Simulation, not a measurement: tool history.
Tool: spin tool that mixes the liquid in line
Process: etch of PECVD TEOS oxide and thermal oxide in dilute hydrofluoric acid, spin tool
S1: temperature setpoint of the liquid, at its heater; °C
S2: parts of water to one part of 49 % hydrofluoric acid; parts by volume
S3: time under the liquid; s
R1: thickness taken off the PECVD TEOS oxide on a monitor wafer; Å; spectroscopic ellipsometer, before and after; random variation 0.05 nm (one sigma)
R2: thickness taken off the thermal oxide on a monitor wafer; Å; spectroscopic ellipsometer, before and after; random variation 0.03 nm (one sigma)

Run 1, hour 0: S1 25 °C, S2 95 parts by volume, S3 75 s. Result: R1 132.17 Å, R2 38.965 Å.
Run 2, hour 4.1: S1 26 °C, S2 95 parts by volume, S3 75 s. Result: R1 138.16 Å, R2 40.255 Å.
Run 3, hour 12.9: S1 24.5 °C, S2 95 parts by volume, S3 75 s. Result: R1 130.02 Å, R2 38.053 Å.
Run 4, hour 15.4: S1 24.5 °C, S2 130 parts by volume, S3 75 s. Result: R1 91.304 Å, R2 26.411 Å.
Run 5, hour 18.6: S1 22 °C, S2 130 parts by volume, S3 75 s. Result: R1 82.813 Å, R2 24.107 Å.
Run 6, hour 24.2: S1 25 °C, S2 125 parts by volume, S3 75 s. Result: R1 97.344 Å, R2 28.369 Å.
Run 7, hour 32.5: S1 27 °C, S2 120 parts by volume, S3 75 s. Result: R1 109.89 Å, R2 32.216 Å.

Forecast run 8:
Run 8, hour 39.3: S1 31 °C, S2 105 parts by volume, S3 75 s. Result: R1 ?, R2 ?.

{"run 8": {"R1": 148.95, "R2": 43.53}}
